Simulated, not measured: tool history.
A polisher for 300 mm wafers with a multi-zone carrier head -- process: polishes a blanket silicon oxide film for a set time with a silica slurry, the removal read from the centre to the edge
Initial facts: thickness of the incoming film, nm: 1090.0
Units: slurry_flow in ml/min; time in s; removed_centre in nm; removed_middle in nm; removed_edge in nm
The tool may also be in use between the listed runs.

run,day,slurry_flow,centre_zone,middle_zone,edge_zone,slurry_solids,time,removed_centre,removed_middle,removed_edge
1,0,165,1,1,1,1,54,275.57,266.84,268.73
2,0.075,170,1.01,1,1.02,1.05,55,293.99,278.53,284.31
3,0.396,170,1.07,1,1.02,1.05,55,303.12,279.62,283.11
4,0.588,170,1.07,1,1.02,1.05,68,378.47,338.99,348.33
5,0.879,175,1.07,1,1.04,1.1,68,389.82,352.03,358.21
6,1.017,175,1.07,0.93,1.04,1.1,68,398.18,335.24,356.86
7,1.221,180,1.07,0.93,1.06,1.15,68,401.61,340.76,376.21
8,1.5,185,1.08,0.94,1.07,1.15,68,400.74,342.21,379.26
9,1.692,190,1.09,0.95,1.07,1.15,68,414.96,343.81,372.69
10,2.062,190,1.09,0.96,1.08,1.2,68,424.35,362.84,382.06
11,2.262,195,1.09,0.96,1.09,1.2,68,420.46,361.52,382.72

Estimate the outcome of run 12 from the log above:
12,2.638,195,1.09,0.96,1.1,1.2,68,?,?,?

For run 12 the tool returned removed_centre 421.5 nm, removed_middle 361.46 nm, removed_edge 385.69 nm.
